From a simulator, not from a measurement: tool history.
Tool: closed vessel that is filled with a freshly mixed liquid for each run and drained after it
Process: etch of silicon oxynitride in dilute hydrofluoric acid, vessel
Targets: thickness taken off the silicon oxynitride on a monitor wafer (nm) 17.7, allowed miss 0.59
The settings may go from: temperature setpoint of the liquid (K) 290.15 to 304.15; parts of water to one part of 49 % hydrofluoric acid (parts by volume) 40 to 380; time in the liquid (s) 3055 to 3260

run    day  temperature setpoint of the liquid (K)  parts of water to one part of 49 % hydrofluoric acid (parts by volume)  time in the liquid (s)  thickness taken off the silicon oxynitride on a monitor wafer (nm)
  1      0                                  296.15                                                                     210                    3055                                                               37.71
  2  0.183                                  296.15                                                                     250                    3055                                                              30.327
  3  0.267                                  295.15                                                                     255                    3055                                                              28.659
  4  0.608                                  295.15                                                                     320                    3055                                                              22.237
  5   0.85                                  294.65                                                                     320                    3055                                                              21.115
  6  1.246                                  294.65                                                                     250                    3055                                                              28.701
  7  1.654                                  294.15                                                                     260                    3055                                                              26.641
  8  1.983                                  293.65                                                                     265                    3055                                                              25.418
  9  2.079                                  293.15                                                                     270                    3055                                                              24.493
 10  2.296                                  292.65                                                                     275                    3055                                                              22.926
 11  2.525                                  292.15                                                                     280                    3055                                                              21.938
 12  2.625                                  291.65                                                                     285                    3055                                                              21.318
 13  2.888                                  291.65                                                                     290                    3055                                                              21.459
 14  3.242                                  291.65                                                                     295                    3055                                                              20.707
 15  3.646                                  291.65                                                                     300                    3055                                                              20.212
 16   4.05                                  290.65                                                                     310                    3055                                                              18.658

4 next moves are on the table. One of them brings every result within its allowed miss. Which?
  A  4.454                                  290.15                                                                     320                    3260                                                                   ?
  B  4.454                                  291.15                                                                     350                    3055                                                                   ?
  C  4.454                                  290.15                                                                     330                    3160                                                                   ?
  D  4.454                                  290.65                                                                     310                    3140                                                                   ?

move  thickness taken off the silicon oxynitride on a monitor wafer (nm)
   A                                                               18.48
   B                                                              16.296
   C                                                              17.278
   D                                                              18.898
A: nearer than the last run, and not there yet
B: takes the result that was furthest off past its target
C: meets every target
D: further off than the last run
Answer: C
